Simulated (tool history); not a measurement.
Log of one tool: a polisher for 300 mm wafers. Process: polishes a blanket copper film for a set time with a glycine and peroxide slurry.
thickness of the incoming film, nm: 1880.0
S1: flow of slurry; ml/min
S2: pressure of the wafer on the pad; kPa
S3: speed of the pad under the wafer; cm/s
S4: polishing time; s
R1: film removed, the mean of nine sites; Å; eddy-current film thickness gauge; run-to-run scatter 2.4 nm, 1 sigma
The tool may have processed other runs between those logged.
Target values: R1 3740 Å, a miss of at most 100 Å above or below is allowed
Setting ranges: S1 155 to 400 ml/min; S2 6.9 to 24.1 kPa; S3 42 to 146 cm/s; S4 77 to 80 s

run 1 hour=0 | S1=255 S2=15.2 S3=94 S4=77 | R1=3216.9
run 2 hour=8.3 | S1=280 S2=15.2 S3=94 S4=77 | R1=3246
run 3 hour=13.2 | S1=280 S2=15.9 S3=94 S4=77 | R1=3340.3
run 4 hour=18.1 | S1=280 S2=15.9 S3=94 S4=77 | R1=3373
run 5 hour=24.9 | S1=245 S2=15.9 S3=94 S4=77 | R1=3287
run 6 hour=30 | S1=260 S2=16.5 S3=94 S4=77 | R1=3440.7
run 7 hour=32.8 | S1=265 S2=16.5 S3=94 S4=77 | R1=3453.6
run 8 hour=39.3 | S1=270 S2=16.5 S3=94 S4=77 | R1=3440.3
run 9 hour=43.8 | S1=275 S2=17.2 S3=94 S4=77 | R1=3589.7
run 10 hour=51.7 | S1=280 S2=17.2 S3=94 S4=77 | R1=3605.4
run 11 hour=54.3 | S1=285 S2=17.2 S3=94 S4=77 | R1=3606.8
run 12 hour=55.3 | S1=290 S2=17.2 S3=94 S4=77 | R1=3589.3

Consider the 4 candidate settings below. Which is the only one whose results all fall within their allowed miss of target?
run A hour=56.3 | S1=295 S2=16.5 S3=90 S4=78 | R1=?
run B hour=56.3 | S1=300 S2=17.2 S3=90 S4=77 | R1=?
run C hour=56.3 | S1=255 S2=20 S3=80 S4=79 | R1=?
run D hour=56.3 | S1=280 S2=19.3 S3=72 S4=80 | R1=?

move=A R1=3433.2
move=B R1=3505.3
move=C R1=3696
move=D R1=3437.4
A: further off than the last run
B: further off than the last run
C: every result lands within tolerance
D: further off than the last run
Go with C: it meets all targets.
